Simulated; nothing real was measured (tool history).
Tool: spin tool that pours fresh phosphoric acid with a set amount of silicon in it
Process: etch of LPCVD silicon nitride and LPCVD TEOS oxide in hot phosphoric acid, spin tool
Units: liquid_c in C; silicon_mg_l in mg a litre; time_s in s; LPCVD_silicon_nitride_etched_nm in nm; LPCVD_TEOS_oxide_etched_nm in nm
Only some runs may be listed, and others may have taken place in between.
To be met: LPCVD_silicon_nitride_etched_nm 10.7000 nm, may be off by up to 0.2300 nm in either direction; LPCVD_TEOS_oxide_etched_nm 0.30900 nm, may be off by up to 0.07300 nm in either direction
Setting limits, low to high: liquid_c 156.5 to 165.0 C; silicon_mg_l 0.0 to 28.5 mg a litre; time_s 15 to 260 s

run,day,liquid_c,silicon_mg_l,time_s,LPCVD_silicon_nitride_etched_nm,LPCVD_TEOS_oxide_etched_nm
1,0.000,160.0,12.5,130,12.5880,0.37675
2,0.058,160.0,19.5,130,12.5990,0.33195
3,0.383,160.0,19.5,95,9.2216,0.24621
4,0.650,161.0,20.0,95,9.4852,0.26094
5,0.962,161.0,20.0,140,14.0930,0.37281
6,1.196,161.0,23.5,140,14.0040,0.33706
7,1.229,160.0,21.0,135,12.9660,0.32922
8,1.533,159.0,19.0,130,12.0640,0.30146
9,1.854,158.5,16.5,130,11.9130,0.32872
# day 1.950: thermometer replaced
10,1.950,158.0,16.0,130,12.6280,0.31506
11,2.054,158.0,16.0,130,12.5430,0.37219
12,2.112,158.0,16.5,125,12.1130,0.29719
13,2.238,158.5,15.5,120,11.7860,0.35715
14,2.400,158.5,15.5,120,11.7730,0.35661
15,2.746,158.5,16.0,115,11.3660,0.33581
16,3.088,158.5,16.5,115,11.3400,0.31643

Below are 4 possible settings for the next run. Only one of them brings all results inside the allowed miss of their targets. Which is it?
A,3.429,157.5,27.5,120,?,?
B,3.429,156.5,14.0,115,?,?
C,3.429,158.5,15.5,120,?,?
D,3.429,158.0,21.0,105,?,?

move,LPCVD_silicon_nitride_etched_nm,LPCVD_TEOS_oxide_etched_nm
A,11.4630,0.22859
B,10.6180,0.30296
C,11.8580,0.35383
D,10.2020,0.25672
A: the biggest miss grows against the last run
B: every result lands within tolerance
C: the biggest miss grows against the last run
D: moves the result that the last run missed by most past its target, out the other side
B is the move that brings every result within its allowed miss.
